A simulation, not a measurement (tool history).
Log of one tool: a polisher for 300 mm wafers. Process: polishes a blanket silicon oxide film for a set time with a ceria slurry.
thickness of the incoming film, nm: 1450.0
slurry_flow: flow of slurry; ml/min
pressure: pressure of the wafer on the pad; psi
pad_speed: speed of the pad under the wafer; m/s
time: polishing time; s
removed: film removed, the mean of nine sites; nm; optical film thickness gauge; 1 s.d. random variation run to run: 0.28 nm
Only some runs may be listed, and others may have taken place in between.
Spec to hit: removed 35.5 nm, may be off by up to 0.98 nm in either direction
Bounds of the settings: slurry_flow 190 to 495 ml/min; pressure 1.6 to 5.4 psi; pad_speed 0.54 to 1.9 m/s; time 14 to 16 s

run    day  slurry_flow  pressure  pad_speed  time  removed
  1      0          320       3.5       1.22    16    83.31
  2  0.079          320       3.5       1.22    14   73.732
  3  0.267          280       3.5       1.22    14   73.908
  4  0.454          275       3.3        1.2    14   69.161
  5    0.6          275       3.3       1.34    14   75.026
  6  0.875          270       3.1        1.3    14   69.428
  7  1.183          265       2.9       1.26    14    64.69
  8  1.238          260       2.7       1.22    14   59.057
  9  1.517          255       2.6       1.18    14   55.225
 10  1.779          245       1.6       0.96    14   32.565

Exercise: of the 5 proposed moves below, exactly one satisfies all targets within the stated allowed misses. Which move is it?
  A  2.042          280       1.6       1.04    14        ?
  B  2.042          375       1.6       0.84    14        ?
  C  2.042          195       1.6       0.88    14        ?
  D  2.042          250       1.7       0.86    14        ?
  E  2.042          220       1.6        0.9    14        ?

move  removed
   A   34.933
   B   30.471
   C   30.198
   D   31.558
   E   30.942
A: all results land within tolerance of their targets
B: the biggest miss grows against the last run
C: the biggest miss grows against the last run
D: the biggest miss grows against the last run
E: the biggest miss grows against the last run
A is the move that brings every result within its allowed miss.
